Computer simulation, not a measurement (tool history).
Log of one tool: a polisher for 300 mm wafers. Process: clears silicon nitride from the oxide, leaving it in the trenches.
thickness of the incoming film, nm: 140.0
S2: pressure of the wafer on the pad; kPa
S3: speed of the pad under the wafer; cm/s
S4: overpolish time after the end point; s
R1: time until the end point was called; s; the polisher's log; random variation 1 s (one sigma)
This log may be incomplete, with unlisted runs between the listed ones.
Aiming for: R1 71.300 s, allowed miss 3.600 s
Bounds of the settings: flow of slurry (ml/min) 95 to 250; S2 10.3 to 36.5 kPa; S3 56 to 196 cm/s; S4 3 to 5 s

{"run": 1, "hour": 0.0, "flow of slurry (ml/min)": 160, "S2": 23.4, "S3": 126, "S4": 5, "R1": 100.57}
{"run": 2, "hour": 8.2, "flow of slurry (ml/min)": 160, "S2": 25.5, "S3": 128, "S4": 5, "R1": 93.19}
{"run": 3, "hour": 10.0, "flow of slurry (ml/min)": 160, "S2": 27.6, "S3": 128, "S4": 5, "R1": 87.442}
{"run": 4, "hour": 11.4, "flow of slurry (ml/min)": 160, "S2": 25.5, "S3": 128, "S4": 5, "R1": 94.927}
{"run": 5, "hour": 14.8, "flow of slurry (ml/min)": 160, "S2": 25.5, "S3": 128, "S4": 5, "R1": 94.354}
{"run": 6, "hour": 20.3, "flow of slurry (ml/min)": 160, "S2": 25.5, "S3": 128, "S4": 5, "R1": 94.133}
{"run": 7, "hour": 27.2, "flow of slurry (ml/min)": 160, "S2": 27.6, "S3": 130, "S4": 5, "R1": 88.155}
{"run": 8, "hour": 29.9, "flow of slurry (ml/min)": 160, "S2": 29.6, "S3": 132, "S4": 5, "R1": 78.046}
{"run": 9, "hour": 37.8, "flow of slurry (ml/min)": 160, "S2": 30.3, "S3": 132, "S4": 5, "R1": 79.434}
{"run": 10, "hour": 43.0, "flow of slurry (ml/min)": 160, "S2": 30.3, "S3": 132, "S4": 5, "R1": 76.779}
{"run": 11, "hour": 48.2, "flow of slurry (ml/min)": 160, "S2": 30.3, "S3": 132, "S4": 5, "R1": 79.124}
{"run": 12, "hour": 49.9, "flow of slurry (ml/min)": 160, "S2": 31.0, "S3": 132, "S4": 5, "R1": 76.362}

Which one of the following 5 next-run settings gets every result inside its allowed miss? There is exactly one.
{"run": "A", "hour": 51.6, "flow of slurry (ml/min)": 185, "S2": 28.3, "S3": 128, "S4": 5, "R1": "?"}
{"run": "B", "hour": 51.6, "flow of slurry (ml/min)": 120, "S2": 29.0, "S3": 160, "S4": 5, "R1": "?"}
{"run": "C", "hour": 51.6, "flow of slurry (ml/min)": 190, "S2": 36.5, "S3": 132, "S4": 3, "R1": "?"}
{"run": "D", "hour": 51.6, "flow of slurry (ml/min)": 175, "S2": 33.8, "S3": 140, "S4": 5, "R1": "?"}
{"run": "E", "hour": 51.6, "flow of slurry (ml/min)": 165, "S2": 32.4, "S3": 116, "S4": 5, "R1": "?"}

move=A R1=80.741
move=B R1=69.153
move=C R1=60.847
move=D R1=62.822
move=E R1=79.294
A: moves away from the targets compared with the last run
B: every result lands within tolerance
C: takes the biggest miss from the last run beyond its target
D: takes the biggest miss from the last run beyond its target
E: moves away from the targets compared with the last run
Move B is the one to make.

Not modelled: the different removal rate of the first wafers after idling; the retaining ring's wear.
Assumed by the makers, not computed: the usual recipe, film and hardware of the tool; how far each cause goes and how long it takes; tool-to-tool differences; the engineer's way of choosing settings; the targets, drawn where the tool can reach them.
